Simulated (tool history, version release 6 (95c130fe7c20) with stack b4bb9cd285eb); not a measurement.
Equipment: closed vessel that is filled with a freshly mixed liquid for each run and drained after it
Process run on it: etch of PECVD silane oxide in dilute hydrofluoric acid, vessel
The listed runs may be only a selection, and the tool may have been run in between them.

run    day  temperature setpoint of the liquid (K)  parts of water to one part of 49 % hydrofluoric acid (parts by volume)  time in the liquid (s)  thickness taken off the PECVD silane oxide on a monitor wafer (Å)
  1      0                                  294.15                                                                     160                     150                                                             150.84
  2   0.25                                  296.15                                                                     150                     150                                                             174.79
  3  0.421                                  299.15                                                                     150                     150                                                             196.74
  4  0.812                                  299.65                                                                     145                     150                                                             206.59
  5  0.858                                  300.15                                                                     140                     150                                                             221.91
  6  1.217                                  300.15                                                                     140                     110                                                             161.93
  7  1.471                                  300.65                                                                     125                     110                                                              189.3
  8  1.629                                  302.15                                                                      90                     110                                                             289.36
  9  1.933                                  301.15                                                                      90                     110                                                             279.62
 10  2.317                                  300.65                                                                      90                     110                                                             275.19

Run 11 is up next; what results do you expect?
 11  2.467                                  300.15                                                                      90                     110                                                                  ?

thickness taken off the PECVD silane oxide on a monitor wafer (Å): 269.49
